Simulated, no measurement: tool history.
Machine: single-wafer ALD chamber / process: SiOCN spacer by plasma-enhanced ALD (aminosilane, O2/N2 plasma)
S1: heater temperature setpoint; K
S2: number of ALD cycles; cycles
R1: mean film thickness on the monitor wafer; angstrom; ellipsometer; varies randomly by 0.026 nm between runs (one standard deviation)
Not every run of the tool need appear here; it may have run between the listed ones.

run,day,S1,S2,R1
1,0,663.15,114,74.155
2,0.379,663.15,120,77.853
3,0.567,663.15,130,84.823
4,0.817,663.15,124,80.619
5,1.175,673.15,124,79.82
# day 1.379: thermocouple changed; heater temperature recalibrated
6,1.379,680.15,124,79.688
7,1.712,680.15,129,83.004
8,1.854,680.15,132,84.282

Run 9 is up next; what results do you expect?
9,2.008,680.15,135,?

{"run 9": {"R1": 86.339}}
